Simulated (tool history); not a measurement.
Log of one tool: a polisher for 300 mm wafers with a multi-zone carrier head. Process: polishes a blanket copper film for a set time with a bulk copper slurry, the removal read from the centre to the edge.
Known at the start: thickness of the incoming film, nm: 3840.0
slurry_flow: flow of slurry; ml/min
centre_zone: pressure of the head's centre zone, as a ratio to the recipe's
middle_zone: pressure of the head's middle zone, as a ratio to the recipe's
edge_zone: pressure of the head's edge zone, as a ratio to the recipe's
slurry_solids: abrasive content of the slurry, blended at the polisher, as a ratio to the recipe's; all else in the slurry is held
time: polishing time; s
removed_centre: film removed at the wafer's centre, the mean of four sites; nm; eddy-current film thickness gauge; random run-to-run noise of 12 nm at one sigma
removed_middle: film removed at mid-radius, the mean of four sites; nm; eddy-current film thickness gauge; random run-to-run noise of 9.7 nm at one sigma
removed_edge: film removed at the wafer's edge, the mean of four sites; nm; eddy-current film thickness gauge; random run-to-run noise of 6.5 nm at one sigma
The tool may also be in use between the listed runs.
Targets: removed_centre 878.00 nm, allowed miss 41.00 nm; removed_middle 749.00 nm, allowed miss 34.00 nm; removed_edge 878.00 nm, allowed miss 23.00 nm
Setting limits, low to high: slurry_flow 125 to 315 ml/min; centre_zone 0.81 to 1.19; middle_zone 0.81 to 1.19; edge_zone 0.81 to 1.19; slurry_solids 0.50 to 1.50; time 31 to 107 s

Run 1, hour 0.0: slurry_flow 205 ml/min, centre_zone 1.00, middle_zone 1.00, edge_zone 1.00, slurry_solids 1.00, time 69 s. Result: removed_centre 764.90 nm, removed_middle 757.47 nm, removed_edge 746.19 nm.
Run 2, hour 7.8: slurry_flow 205 ml/min, centre_zone 1.00, middle_zone 1.00, edge_zone 1.00, slurry_solids 0.90, time 69 s. Result: removed_centre 727.24 nm, removed_middle 711.64 nm, removed_edge 714.94 nm.
Run 3, hour 9.7: slurry_flow 210 ml/min, centre_zone 1.01, middle_zone 0.98, edge_zone 1.04, slurry_solids 0.95, time 69 s. Result: removed_centre 740.75 nm, removed_middle 709.81 nm, removed_edge 753.63 nm.
Run 4, hour 17.7: slurry_flow 220 ml/min, centre_zone 1.04, middle_zone 0.98, edge_zone 1.06, slurry_solids 1.00, time 69 s. Result: removed_centre 782.60 nm, removed_middle 745.51 nm, removed_edge 753.54 nm.
Run 5, hour 22.7: slurry_flow 220 ml/min, centre_zone 1.05, middle_zone 0.95, edge_zone 1.08, slurry_solids 1.05, time 70 s. Result: removed_centre 809.31 nm, removed_middle 733.67 nm, removed_edge 794.72 nm.
Run 6, hour 24.9: slurry_flow 225 ml/min, centre_zone 1.06, middle_zone 0.94, edge_zone 1.10, slurry_solids 1.10, time 70 s. Result: removed_centre 836.10 nm, removed_middle 750.11 nm, removed_edge 812.16 nm.
Run 7, hour 25.5: slurry_flow 245 ml/min, centre_zone 1.06, middle_zone 0.85, edge_zone 1.19, slurry_solids 1.15, time 71 s. Result: removed_centre 887.58 nm, removed_middle 695.42 nm, removed_edge 872.51 nm.
Run 8, hour 32.1: slurry_flow 245 ml/min, centre_zone 1.06, middle_zone 0.85, edge_zone 1.19, slurry_solids 1.15, time 71 s. Result: removed_centre 883.52 nm, removed_middle 709.44 nm, removed_edge 872.25 nm.

Which of these 4 next moves meets every target?
Run A, hour 38.7: slurry_flow 200 ml/min, centre_zone 0.98, middle_zone 0.88, edge_zone 1.15, slurry_solids 1.15, time 69 s. Result: removed_centre ?, removed_middle ?, removed_edge ?.
Run B, hour 38.7: slurry_flow 255 ml/min, centre_zone 1.05, middle_zone 0.89, edge_zone 1.15, slurry_solids 1.00, time 75 s. Result: removed_centre ?, removed_middle ?, removed_edge ?.
Run C, hour 38.7: slurry_flow 230 ml/min, centre_zone 1.01, middle_zone 0.89, edge_zone 1.18, slurry_solids 1.20, time 66 s. Result: removed_centre ?, removed_middle ?, removed_edge ?.
Run D, hour 38.7: slurry_flow 190 ml/min, centre_zone 1.01, middle_zone 0.97, edge_zone 1.15, slurry_solids 1.10, time 71 s. Result: removed_centre ?, removed_middle ?, removed_edge ?.

move  removed_centre  removed_middle  removed_edge
   A          780.88          702.92        813.84
   B          904.33          763.24        868.39
   C          797.61          701.18        810.94
   D          810.26          767.51        820.24
A: moves away from the targets compared with the last run
B: every result lands within tolerance
C: moves away from the targets compared with the last run
D: meets the target for the result that was furthest off, but another lies outside its allowed miss
Correct choice: B, which meets every target
